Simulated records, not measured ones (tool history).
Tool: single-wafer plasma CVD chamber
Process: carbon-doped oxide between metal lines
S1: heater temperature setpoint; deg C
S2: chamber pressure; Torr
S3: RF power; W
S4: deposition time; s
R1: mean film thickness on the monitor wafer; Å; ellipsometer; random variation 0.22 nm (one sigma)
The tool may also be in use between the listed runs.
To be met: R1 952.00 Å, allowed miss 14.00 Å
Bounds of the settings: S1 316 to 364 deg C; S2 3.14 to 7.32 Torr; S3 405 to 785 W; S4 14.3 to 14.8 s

Run 1, hour 0.0: S1 340 deg C, S2 5.23 Torr, S3 595 W, S4 14.3 s. Result: R1 856.39 Å.
Run 2, hour 8.4: S1 345 deg C, S2 5.23 Torr, S3 595 W, S4 14.3 s. Result: R1 836.91 Å.
Run 3, hour 15.4: S1 345 deg C, S2 5.98 Torr, S3 595 W, S4 14.3 s. Result: R1 850.98 Å.
Run 4, hour 22.2: S1 345 deg C, S2 5.98 Torr, S3 595 W, S4 14.3 s. Result: R1 852.08 Å.
Run 5, hour 27.9: S1 345 deg C, S2 5.98 Torr, S3 565 W, S4 14.3 s. Result: R1 824.75 Å.
Run 6, hour 31.3: S1 341 deg C, S2 6.18 Torr, S3 570 W, S4 14.3 s. Result: R1 841.17 Å.
Run 7, hour 37.2: S1 338 deg C, S2 6.33 Torr, S3 580 W, S4 14.3 s. Result: R1 862.18 Å.
Run 8, hour 38.0: S1 335 deg C, S2 6.47 Torr, S3 585 W, S4 14.3 s. Result: R1 874.24 Å.
Run 9, hour 45.6: S1 333 deg C, S2 6.58 Torr, S3 590 W, S4 14.3 s. Result: R1 889.91 Å.
Run 10, hour 51.8: S1 331 deg C, S2 6.68 Torr, S3 595 W, S4 14.3 s. Result: R1 898.98 Å.
Run 11, hour 59.1: S1 329 deg C, S2 6.77 Torr, S3 600 W, S4 14.3 s. Result: R1 915.41 Å.
Run 12, hour 64.2: S1 328 deg C, S2 6.83 Torr, S3 600 W, S4 14.3 s. Result: R1 918.74 Å.
Run 13, hour 66.8: S1 327 deg C, S2 6.88 Torr, S3 600 W, S4 14.3 s. Result: R1 918.67 Å.
Run 14, hour 73.9: S1 326 deg C, S2 6.94 Torr, S3 600 W, S4 14.3 s. Result: R1 926.16 Å.
Run 15, hour 79.8: S1 325 deg C, S2 6.98 Torr, S3 600 W, S4 14.3 s. Result: R1 936.11 Å.
Run 16, hour 84.4: S1 324 deg C, S2 7.00 Torr, S3 600 W, S4 14.3 s. Result: R1 937.42 Å.

Which of these 4 next moves meets every target?
Run A, hour 89.0: S1 318 deg C, S2 7.31 Torr, S3 625 W, S4 14.4 s. Result: R1 ?.
Run B, hour 89.0: S1 329 deg C, S2 7.32 Torr, S3 600 W, S4 14.8 s. Result: R1 ?.
Run C, hour 89.0: S1 323 deg C, S2 6.80 Torr, S3 580 W, S4 14.3 s. Result: R1 ?.
Run D, hour 89.0: S1 319 deg C, S2 6.72 Torr, S3 635 W, S4 14.3 s. Result: R1 ?.

move      R1
   A  995.14
   B  951.06
   C  919.62
   D  987.04
A: takes the result that was furthest off past its target
B: meets every target
C: further off than the last run
D: takes the result that was furthest off past its target
Move B is the one to make.
